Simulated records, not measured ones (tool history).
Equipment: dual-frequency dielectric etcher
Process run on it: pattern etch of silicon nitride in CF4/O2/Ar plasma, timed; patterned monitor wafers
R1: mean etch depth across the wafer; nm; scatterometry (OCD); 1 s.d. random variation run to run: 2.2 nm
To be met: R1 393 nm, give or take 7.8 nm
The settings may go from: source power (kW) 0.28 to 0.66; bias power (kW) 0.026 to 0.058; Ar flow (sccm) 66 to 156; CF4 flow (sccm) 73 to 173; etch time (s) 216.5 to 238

run 1 day=0 | source_power_(kW)=0.47 bias_power_(kW)=0.042 Ar_flow_(sccm)=111 CF4_flow_(sccm)=123 etch_time_(s)=238 | R1=453.71
run 2 day=0.167 | source_power_(kW)=0.47 bias_power_(kW)=0.048 Ar_flow_(sccm)=111 CF4_flow_(sccm)=123 etch_time_(s)=238 | R1=480.68
run 3 day=0.246 | source_power_(kW)=0.44 bias_power_(kW)=0.048 Ar_flow_(sccm)=111 CF4_flow_(sccm)=123 etch_time_(s)=238 | R1=455.9
run 4 day=0.442 | source_power_(kW)=0.44 bias_power_(kW)=0.051 Ar_flow_(sccm)=111 CF4_flow_(sccm)=123 etch_time_(s)=238 | R1=461.57
run 5 day=0.633 | source_power_(kW)=0.48 bias_power_(kW)=0.051 Ar_flow_(sccm)=111 CF4_flow_(sccm)=123 etch_time_(s)=238 | R1=499.68
run 6 day=0.708 | source_power_(kW)=0.48 bias_power_(kW)=0.051 Ar_flow_(sccm)=98 CF4_flow_(sccm)=123 etch_time_(s)=238 | R1=509.65
run 7 day=1.075 | source_power_(kW)=0.44 bias_power_(kW)=0.051 Ar_flow_(sccm)=98 CF4_flow_(sccm)=123 etch_time_(s)=238 | R1=471.01
run 8 day=1.254 | source_power_(kW)=0.41 bias_power_(kW)=0.051 Ar_flow_(sccm)=98 CF4_flow_(sccm)=123 etch_time_(s)=238 | R1=450.41
run 9 day=1.408 | source_power_(kW)=0.39 bias_power_(kW)=0.051 Ar_flow_(sccm)=98 CF4_flow_(sccm)=123 etch_time_(s)=238 | R1=431.41
run 10 day=1.571 | source_power_(kW)=0.38 bias_power_(kW)=0.051 Ar_flow_(sccm)=98 CF4_flow_(sccm)=123 etch_time_(s)=238 | R1=426.08
run 11 day=1.667 | source_power_(kW)=0.37 bias_power_(kW)=0.051 Ar_flow_(sccm)=98 CF4_flow_(sccm)=123 etch_time_(s)=238 | R1=415.66
run 12 day=1.704 | source_power_(kW)=0.36 bias_power_(kW)=0.051 Ar_flow_(sccm)=98 CF4_flow_(sccm)=123 etch_time_(s)=238 | R1=407.94

Of the 4 settings listed for the next run, only one would bring every result within its allowed miss of target. Which one?
run A day=1.742 | source_power_(kW)=0.44 bias_power_(kW)=0.05 Ar_flow_(sccm)=103 CF4_flow_(sccm)=117 etch_time_(s)=216.5 | R1=?
run B day=1.742 | source_power_(kW)=0.39 bias_power_(kW)=0.048 Ar_flow_(sccm)=100 CF4_flow_(sccm)=122 etch_time_(s)=222.5 | R1=?
run C day=1.742 | source_power_(kW)=0.4 bias_power_(kW)=0.051 Ar_flow_(sccm)=104 CF4_flow_(sccm)=109 etch_time_(s)=235 | R1=?
run D day=1.742 | source_power_(kW)=0.39 bias_power_(kW)=0.057 Ar_flow_(sccm)=94 CF4_flow_(sccm)=125 etch_time_(s)=216.5 | R1=?

move=A R1=423.58
move=B R1=392.37
move=C R1=425.36
move=D R1=411.91
A: moves away from the targets compared with the last run
B: each result inside its tolerance
C: moves away from the targets compared with the last run
D: moves away from the targets compared with the last run
Go with B: it meets all targets.
